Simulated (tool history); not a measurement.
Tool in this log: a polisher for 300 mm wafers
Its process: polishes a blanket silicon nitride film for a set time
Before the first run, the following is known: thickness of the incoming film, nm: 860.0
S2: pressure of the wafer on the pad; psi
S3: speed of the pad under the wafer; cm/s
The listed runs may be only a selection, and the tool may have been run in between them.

Run 1, day 0: flow of slurry (ml/min) 260, S2 4.2 psi, S3 88 cm/s, polishing time (s) 28. Result: film removed (Å) 505.75.
Run 2, day 0.367: flow of slurry (ml/min) 260, S2 4.7 psi, S3 88 cm/s, polishing time (s) 28. Result: film removed (Å) 561.12.
Run 3, day 0.621: flow of slurry (ml/min) 260, S2 5.1 psi, S3 88 cm/s, polishing time (s) 28. Result: film removed (Å) 608.98.
Run 4, day 0.917: flow of slurry (ml/min) 260, S2 4.1 psi, S3 88 cm/s, polishing time (s) 28. Result: film removed (Å) 494.64.
Run 5, day 1.096: flow of slurry (ml/min) 210, S2 4.1 psi, S3 88 cm/s, polishing time (s) 28. Result: film removed (Å) 488.45.
Run 6, day 1.454: flow of slurry (ml/min) 210, S2 4.7 psi, S3 90 cm/s, polishing time (s) 28. Result: film removed (Å) 559.35.
Run 7, day 1.579: flow of slurry (ml/min) 210, S2 5.1 psi, S3 90 cm/s, polishing time (s) 28. Result: film removed (Å) 610.53.
Run 8, day 1.721: flow of slurry (ml/min) 210, S2 5.4 psi, S3 90 cm/s, polishing time (s) 28. Result: film removed (Å) 639.89.

Run 9 comes next. What will it give?
Run 9, day 1.9: flow of slurry (ml/min) 210, S2 5.6 psi, S3 90 cm/s, polishing time (s) 28. Result: film removed (Å) ?.

For run 9 the tool returned film removed (Å) 657.43.
